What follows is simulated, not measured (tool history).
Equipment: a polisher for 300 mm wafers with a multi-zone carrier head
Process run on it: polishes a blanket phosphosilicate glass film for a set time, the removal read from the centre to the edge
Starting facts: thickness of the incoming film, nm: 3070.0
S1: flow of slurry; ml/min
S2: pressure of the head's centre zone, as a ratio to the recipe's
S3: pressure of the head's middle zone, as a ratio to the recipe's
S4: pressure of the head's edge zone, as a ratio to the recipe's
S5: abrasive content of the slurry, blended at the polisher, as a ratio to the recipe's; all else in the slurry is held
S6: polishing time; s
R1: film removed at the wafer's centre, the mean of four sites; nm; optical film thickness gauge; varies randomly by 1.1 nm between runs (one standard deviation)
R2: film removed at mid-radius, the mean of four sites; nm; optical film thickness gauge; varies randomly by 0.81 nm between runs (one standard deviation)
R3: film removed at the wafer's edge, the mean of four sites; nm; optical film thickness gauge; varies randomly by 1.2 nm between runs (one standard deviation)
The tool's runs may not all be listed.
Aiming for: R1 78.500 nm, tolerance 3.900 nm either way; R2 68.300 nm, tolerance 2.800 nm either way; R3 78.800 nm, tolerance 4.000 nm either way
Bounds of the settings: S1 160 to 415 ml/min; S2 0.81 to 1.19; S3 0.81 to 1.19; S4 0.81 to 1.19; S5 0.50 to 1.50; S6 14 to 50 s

run,hour,S1,S2,S3,S4,S5,S6,R1,R2,R3
1,0.0,265,1.00,1.00,1.00,1.00,32,157.440,156.150,156.820
2,4.6,260,1.00,0.98,1.00,0.90,30,141.380,138.990,137.690
3,8.4,255,1.00,0.95,1.03,0.85,28,126.930,121.950,127.820
4,15.2,255,1.00,0.95,1.07,0.85,28,125.840,117.980,129.230
5,19.5,255,1.00,0.95,1.02,0.85,28,127.470,121.280,127.600
6,23.5,255,1.00,0.95,1.07,0.85,28,128.710,121.500,130.200
7,24.7,250,1.00,0.93,1.07,0.80,27,117.600,111.960,120.980
8,32.8,250,1.01,0.91,1.08,0.75,26,111.420,99.388,110.770
9,39.8,250,1.00,0.90,1.08,0.70,25,98.166,93.328,102.510
10,46.7,250,1.01,0.89,1.08,0.65,25,94.060,85.008,99.587
11,54.8,250,1.02,0.89,1.06,0.65,25,100.060,84.357,99.185
12,62.0,250,1.01,0.89,1.04,0.65,25,97.442,85.839,97.435
13,65.7,240,0.99,0.82,0.99,0.50,21,64.748,54.123,65.870
14,70.5,250,1.00,0.83,1.00,0.50,21,68.628,56.218,65.486

Pick the move, out of 4, that brings all results within their allowed miss; only one does.
A,75.3,280,1.01,0.86,1.03,0.55,23,?,?,?
B,75.3,335,0.93,1.08,0.96,0.60,15,?,?,?
C,75.3,160,0.81,1.03,1.01,0.55,22,?,?,?
D,75.3,330,0.82,1.08,0.89,0.65,17,?,?,?

move,R1,R2,R3
A,77.182,70.782,79.113
B,51.563,60.634,53.882
C,56.984,71.932,69.969
D,56.341,72.514,62.427
A: all results in spec
B: the biggest miss grows against the last run
C: takes the biggest miss from the last run beyond its target
D: takes the biggest miss from the last run beyond its target
The move that meets every target is A.
